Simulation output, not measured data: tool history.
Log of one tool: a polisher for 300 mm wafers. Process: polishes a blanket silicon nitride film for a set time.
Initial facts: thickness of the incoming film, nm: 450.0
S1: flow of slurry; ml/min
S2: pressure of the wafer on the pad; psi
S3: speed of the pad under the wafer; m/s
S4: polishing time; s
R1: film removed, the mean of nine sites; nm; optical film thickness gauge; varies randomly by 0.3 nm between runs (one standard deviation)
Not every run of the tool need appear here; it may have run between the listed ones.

| run | hour | S1 | S2 | S3 | S4 | R1 |
|---|---|---|---|---|---|---|
| 1 | 0 | 250 | 2.5 | 0.96 | 24 | 27.043 |
| 2 | 5 | 250 | 2.5 | 1.2 | 24 | 31.974 |
| 3 | 11.8 | 250 | 2.5 | 1.2 | 24 | 32.18 |
| 4 | 17.6 | 225 | 2.5 | 1.2 | 24 | 32.076 |
| 5 | 18.1 | 225 | 2.6 | 1.2 | 24 | 33.242 |
| 6 | 20.1 | 225 | 2.7 | 1.2 | 24 | 33.891 |
| 7 | 25.7 | 230 | 2.8 | 1.2 | 24 | 34.901 |
| 8 | 27.4 | 230 | 2.9 | 1.2 | 24 | 36.364 |
| 9 | 33.4 | 230 | 3 | 1.2 | 24 | 37.105 |

Run 10 comes next. What will it give?
| 10 | 36.3 | 230 | 3.1 | 1.2 | 24 | ? |

Logged for run 10: R1 38.147 nm.
